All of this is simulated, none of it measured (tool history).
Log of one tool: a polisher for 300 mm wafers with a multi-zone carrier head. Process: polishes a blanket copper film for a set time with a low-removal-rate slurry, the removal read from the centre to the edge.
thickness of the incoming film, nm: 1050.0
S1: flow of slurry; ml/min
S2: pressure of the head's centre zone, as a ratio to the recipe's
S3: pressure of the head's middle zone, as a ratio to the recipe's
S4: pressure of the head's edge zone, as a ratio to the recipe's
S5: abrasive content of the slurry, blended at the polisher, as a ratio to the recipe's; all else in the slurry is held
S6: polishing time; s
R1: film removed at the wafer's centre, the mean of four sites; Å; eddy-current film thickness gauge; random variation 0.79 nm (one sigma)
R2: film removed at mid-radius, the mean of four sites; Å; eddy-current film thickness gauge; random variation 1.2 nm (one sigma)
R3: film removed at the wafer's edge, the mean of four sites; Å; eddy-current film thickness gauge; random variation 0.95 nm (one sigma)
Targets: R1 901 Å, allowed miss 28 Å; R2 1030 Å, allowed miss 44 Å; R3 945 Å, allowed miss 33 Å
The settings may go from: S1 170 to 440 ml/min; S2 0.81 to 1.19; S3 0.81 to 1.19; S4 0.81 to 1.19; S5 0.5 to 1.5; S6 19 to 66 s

run,hour,S1,S2,S3,S4,S5,S6,R1,R2,R3
1,0,280,1,1,1,1,42,787.73,774.33,704.87
2,8.6,280,1,1.06,1,1,42,779.58,811.14,725.49
3,11.2,285,1,1.09,1.03,1.1,42,791.91,862.92,757.17
4,18.5,285,1,1.09,1.03,1.1,48,903.21,991.42,860.85
5,19.5,325,1,1.09,1.03,1.1,48,922.88,1017.4,847.28
6,24.2,310,1,1.1,1.05,1.1,48,922.86,984.61,867.34
7,25.2,300,0.99,1.11,1.06,1.15,48,896.3,1005.4,873.24
8,31.1,300,0.99,1.11,1.06,1.15,48,896.36,1012.1,884.57
9,37.2,295,0.99,1.11,1.07,1.15,48,918.29,996.74,904.7
10,42.8,290,0.99,1.12,1.07,1.15,48,913.94,1016.4,878.52

5 next moves are on the table. One of them brings every result within its allowed miss. Which?
A,48.4,325,0.98,1.19,0.89,1.1,50,?,?,?
B,48.4,215,0.94,0.98,1.18,1.3,51,?,?,?
C,48.4,320,1.03,1.18,1.03,1.1,46,?,?,?
D,48.4,210,0.97,1.12,1.17,1.5,48,?,?,?
E,48.4,325,1.03,1.19,1.01,1.15,43,?,?,?

move,R1,R2,R3
A,922.76,1131.3,833.72
B,882.62,962.55,976.19
C,891.05,1031.2,821.03
D,881.96,1043.2,939.49
E,842.34,981.78,768.22
A: further off than the last run
B: brings the result that was furthest off to its target, and leaves another outside
C: further off than the last run
D: meets every target
E: further off than the last run
Answer: D
